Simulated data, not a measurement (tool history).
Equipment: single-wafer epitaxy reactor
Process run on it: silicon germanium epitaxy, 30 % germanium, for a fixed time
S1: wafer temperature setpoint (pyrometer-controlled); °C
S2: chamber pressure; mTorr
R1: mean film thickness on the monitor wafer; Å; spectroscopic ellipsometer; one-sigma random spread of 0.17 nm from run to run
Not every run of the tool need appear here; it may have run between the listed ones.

run,hour,S1,S2,R1
1,0,620,14000,714.13
2,1.8,629,14000,853.32
3,8,637,14000,991.57
4,8.5,637,12700,951.12
5,14.6,632,12600,858.52
6,20.4,628,12500,797.05

For run 7, what comes out?
7,26.2,624,12400,?

R1: 730.64 Å
